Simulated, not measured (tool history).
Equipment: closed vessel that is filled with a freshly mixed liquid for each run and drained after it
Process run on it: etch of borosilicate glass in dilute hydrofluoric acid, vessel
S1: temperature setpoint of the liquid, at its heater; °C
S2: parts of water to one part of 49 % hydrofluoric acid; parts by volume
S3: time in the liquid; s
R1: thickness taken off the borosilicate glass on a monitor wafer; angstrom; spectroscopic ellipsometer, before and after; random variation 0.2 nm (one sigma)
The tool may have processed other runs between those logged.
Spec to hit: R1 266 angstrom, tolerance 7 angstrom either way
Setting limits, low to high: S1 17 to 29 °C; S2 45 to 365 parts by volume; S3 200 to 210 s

{"run": 1, "day": 0.0, "S1": 21, "S2": 205, "S3": 200, "R1": 187.63}
{"run": 2, "day": 0.346, "S1": 21, "S2": 175, "S3": 200, "R1": 231.19}
{"run": 3, "day": 0.392, "S1": 24, "S2": 175, "S3": 200, "R1": 257.01}
{"run": 4, "day": 0.508, "S1": 21, "S2": 175, "S3": 200, "R1": 230.28}
{"run": 5, "day": 0.583, "S1": 21, "S2": 175, "S3": 200, "R1": 230.51}
{"run": 6, "day": 0.608, "S1": 22, "S2": 175, "S3": 200, "R1": 239.6}
{"run": 7, "day": 0.871, "S1": 22.5, "S2": 175, "S3": 200, "R1": 243.9}
{"run": 8, "day": 0.921, "S1": 23, "S2": 175, "S3": 200, "R1": 249.92}
{"run": 9, "day": 1.25, "S1": 23.5, "S2": 175, "S3": 200, "R1": 252.97}
{"run": 10, "day": 1.379, "S1": 24, "S2": 175, "S3": 200, "R1": 258.46}

Which single option among these 5 for the next run brings every result within its allowed miss of target? Just one does.
{"run": "A", "day": 1.508, "S1": 24.5, "S2": 185, "S3": 205, "R1": "?"}
{"run": "B", "day": 1.508, "S1": 21.5, "S2": 165, "S3": 200, "R1": "?"}
{"run": "C", "day": 1.508, "S1": 24, "S2": 180, "S3": 200, "R1": "?"}
{"run": "D", "day": 1.508, "S1": 24, "S2": 185, "S3": 210, "R1": "?"}
{"run": "E", "day": 1.508, "S1": 24.5, "S2": 180, "S3": 210, "R1": "?"}

move=A R1=250.22
move=B R1=249.57
move=C R1=247.62
move=D R1=251.59
move=E R1=264.91
A: misses by more than the last run did
B: misses by more than the last run did
C: misses by more than the last run did
D: misses by more than the last run did
E: each result inside its tolerance
The right move is E.
